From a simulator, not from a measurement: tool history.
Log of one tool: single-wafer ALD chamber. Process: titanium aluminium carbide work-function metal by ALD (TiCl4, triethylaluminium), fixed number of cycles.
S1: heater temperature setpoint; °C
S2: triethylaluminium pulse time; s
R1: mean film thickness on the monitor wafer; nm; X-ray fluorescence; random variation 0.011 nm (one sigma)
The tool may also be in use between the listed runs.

| run | day | S1 | S2 | R1 |
|---|---|---|---|---|
| 1 | 0 | 320 | 9.05 | 1.98 |
| 2 | 0.167 | 329 | 9.05 | 2.0726 |
| 3 | 0.192 | 329 | 10.13 | 2.1245 |
| 4 | 0.492 | 323 | 10.13 | 2.0621 |
| 5 | 0.783 | 327 | 10.13 | 2.1106 |
| 6 | 0.9 | 330 | 10.54 | 2.1671 |
| 7 | 1.217 | 333 | 10.79 | 2.1899 |
| 8 | 1.45 | 335 | 11.2 | 2.2311 |
| 9 | 1.633 | 337 | 11.5 | 2.2741 |

Run 10 comes next. What will it give?
| 10 | 1.921 | 337 | 11.5 | ? |

R1: 2.2741 nm

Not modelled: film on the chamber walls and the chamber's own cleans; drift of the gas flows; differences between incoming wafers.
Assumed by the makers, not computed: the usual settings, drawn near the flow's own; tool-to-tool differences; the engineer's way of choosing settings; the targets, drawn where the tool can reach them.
